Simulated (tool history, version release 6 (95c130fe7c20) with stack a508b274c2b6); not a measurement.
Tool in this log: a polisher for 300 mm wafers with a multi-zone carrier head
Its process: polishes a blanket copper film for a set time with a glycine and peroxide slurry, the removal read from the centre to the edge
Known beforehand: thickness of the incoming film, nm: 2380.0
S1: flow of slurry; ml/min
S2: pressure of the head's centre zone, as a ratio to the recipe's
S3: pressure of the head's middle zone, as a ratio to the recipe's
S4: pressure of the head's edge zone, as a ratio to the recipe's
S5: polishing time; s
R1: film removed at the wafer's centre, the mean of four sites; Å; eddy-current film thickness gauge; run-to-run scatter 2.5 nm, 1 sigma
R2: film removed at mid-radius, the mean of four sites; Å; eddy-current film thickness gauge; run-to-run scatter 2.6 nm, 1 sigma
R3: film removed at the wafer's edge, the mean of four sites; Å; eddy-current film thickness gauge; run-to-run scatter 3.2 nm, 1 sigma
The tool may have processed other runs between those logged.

| run | hour | S1 | S2 | S3 | S4 | S5 | R1 | R2 | R3 |
|---|---|---|---|---|---|---|---|---|---|
| 1 | 0.0 | 295 | 1.00 | 1.00 | 1.00 | 68 | 2485.6 | 2422.1 | 2367.8 |
| 2 | 8.1 | 295 | 1.00 | 0.95 | 1.00 | 68 | 2458.8 | 2324.5 | 2374.7 |
| 3 | 12.4 | 295 | 1.00 | 0.95 | 1.03 | 68 | 2508.2 | 2339.9 | 2372.7 |
| 4 | 19.3 | 305 | 1.03 | 0.99 | 1.06 | 72 | 2689.6 | 2567.2 | 2555.5 |
| 5 | 27.0 | 320 | 1.08 | 1.01 | 1.06 | 74 | 2949.1 | 2673.9 | 2647.6 |
|  | 32.8 | edge zone pressure recalibrated |
| 6 | 32.8 | 320 | 1.01 | 1.01 | 1.06 | 74 | 2728.3 | 2725.3 | 2721.9 |
| 7 | 34.0 | 340 | 1.07 | 1.04 | 1.07 | 75 | 2894.6 | 2799.7 | 2803.7 |

Forecast run 8:
| 8 | 41.4 | 325 | 1.11 | 1.06 | 1.06 | 77 | ? | ? | ? |

R1: 3102.4 Å
R2: 2897.7 Å
R3: 2831.0 Å
